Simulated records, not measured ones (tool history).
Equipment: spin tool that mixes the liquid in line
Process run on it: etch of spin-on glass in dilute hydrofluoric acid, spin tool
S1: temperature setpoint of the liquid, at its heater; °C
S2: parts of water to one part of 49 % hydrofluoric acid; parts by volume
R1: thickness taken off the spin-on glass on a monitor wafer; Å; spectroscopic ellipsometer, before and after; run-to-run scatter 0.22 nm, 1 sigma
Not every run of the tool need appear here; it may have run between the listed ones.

run 1 day=0 | S1=23 S2=170 time_under_the_liquid_(s)=35 | R1=122.18
run 2 day=0.121 | S1=23 S2=170 time_under_the_liquid_(s)=25 | R1=89.076
run 3 day=0.438 | S1=19.5 S2=170 time_under_the_liquid_(s)=25 | R1=77.236
run 4 day=0.738 | S1=23 S2=170 time_under_the_liquid_(s)=25 | R1=87.986
run 5 day=1.112 | S1=23 S2=140 time_under_the_liquid_(s)=25 | R1=111.17
run 6 day=1.392 | S1=25 S2=120 time_under_the_liquid_(s)=25 | R1=142.33
run 7 day=1.546 | S1=26.5 S2=105 time_under_the_liquid_(s)=25 | R1=176.51
run 8 day=1.862 | S1=27.5 S2=100 time_under_the_liquid_(s)=25 | R1=190.29
run 9 day=1.892 | S1=28.5 S2=95 time_under_the_liquid_(s)=25 | R1=214.77
run 10 day=2.017 | S1=29 S2=90 time_under_the_liquid_(s)=25 | R1=229.54
run 11 day=2.138 | S1=29.5 S2=90 time_under_the_liquid_(s)=25 | R1=236.33

Forecast run 12:
run 12 day=2.475 | S1=30 S2=90 time_under_the_liquid_(s)=25 | R1=?

Run 12 came out at R1 240.12 Å.
